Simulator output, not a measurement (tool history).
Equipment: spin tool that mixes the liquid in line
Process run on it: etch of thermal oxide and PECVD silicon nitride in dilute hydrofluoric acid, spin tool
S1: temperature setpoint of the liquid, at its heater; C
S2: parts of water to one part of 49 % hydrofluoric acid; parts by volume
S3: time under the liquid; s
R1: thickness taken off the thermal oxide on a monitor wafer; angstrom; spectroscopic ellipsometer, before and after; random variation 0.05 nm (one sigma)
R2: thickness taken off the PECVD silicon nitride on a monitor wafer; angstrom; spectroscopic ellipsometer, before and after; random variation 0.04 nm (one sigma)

run 1 hour=0 | S1=26 S2=65 S3=180 | R1=144.27 R2=76.581
run 2 hour=3.1 | S1=26 S2=65 S3=140 | R1=111.47 R2=60.125
run 3 hour=6.3 | S1=24.5 S2=65 S3=140 | R1=104.81 R2=54.55
run 4 hour=13.4 | S1=24.5 S2=65 S3=185 | R1=138.14 R2=71.421
run 5 hour=16.4 | S1=23 S2=65 S3=185 | R1=130.78 R2=64.632
run 6 hour=18.9 | S1=21.5 S2=65 S3=185 | R1=122.73 R2=58.4

For run 7, what comes out?
run 7 hour=27.6 | S1=21 S2=65 S3=185 | R1=? R2=?

Run 7 gave R1 120.16 angstrom, R2 57.249 angstrom.
